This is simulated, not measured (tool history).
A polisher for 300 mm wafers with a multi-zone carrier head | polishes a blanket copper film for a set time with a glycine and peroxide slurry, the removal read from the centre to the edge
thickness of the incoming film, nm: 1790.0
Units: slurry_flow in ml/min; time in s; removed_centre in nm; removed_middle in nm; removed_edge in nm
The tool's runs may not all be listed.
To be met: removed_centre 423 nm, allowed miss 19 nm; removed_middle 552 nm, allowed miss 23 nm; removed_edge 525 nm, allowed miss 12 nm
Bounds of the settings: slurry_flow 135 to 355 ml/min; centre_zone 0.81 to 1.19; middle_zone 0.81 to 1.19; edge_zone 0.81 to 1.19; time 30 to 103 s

run	day	slurry_flow	centre_zone	middle_zone	edge_zone	time	removed_centre	removed_middle	removed_edge
1	0	225	1	1	1	66	361.32	366.21	370.51
2	0.229	230	0.98	1.03	1.03	69	379.6	391.7	391.43
3	0.346	230	0.98	1.03	1.03	80	440.8	449.63	450.86
4	0.408	225	0.95	1.06	1.06	81	420.35	479.32	465.8
5	0.679	235	0.94	1.07	1.08	82	425.51	475.29	475.52
6	0.8	260	0.94	1.07	1.08	82	432.27	478.37	484.21
7	1.129	260	0.93	1.09	1.09	83	427.49	501.5	489.18
8	1.192	265	0.93	1.1	1.1	83	443.57	501.81	495.21
9	1.562	270	0.83	1.19	1.15	86	395.5	558.11	522.27

5 next moves are on the table. One of them brings every result within its allowed miss. Which?
A	1.933	335	0.94	1.16	1.14	85	?	?	?
B	1.933	290	0.89	1.18	1.11	84	?	?	?
C	1.933	260	0.81	1.13	1.18	85	?	?	?
D	1.933	300	0.85	1.14	1.12	87	?	?	?
E	1.933	335	0.95	1.14	1.12	85	?	?	?

move	removed_centre	removed_middle	removed_edge
A	459.36	556.68	524.88
B	424.68	552.61	507.44
C	387.03	534.36	526.94
D	420.97	557.08	529.27
E	464.22	548.38	520.28
A: takes the result that was furthest off past its target
B: brings the result that was furthest off to its target, and leaves another outside
C: further off than the last run
D: meets every target
E: takes the result that was furthest off past its target
Answer: D

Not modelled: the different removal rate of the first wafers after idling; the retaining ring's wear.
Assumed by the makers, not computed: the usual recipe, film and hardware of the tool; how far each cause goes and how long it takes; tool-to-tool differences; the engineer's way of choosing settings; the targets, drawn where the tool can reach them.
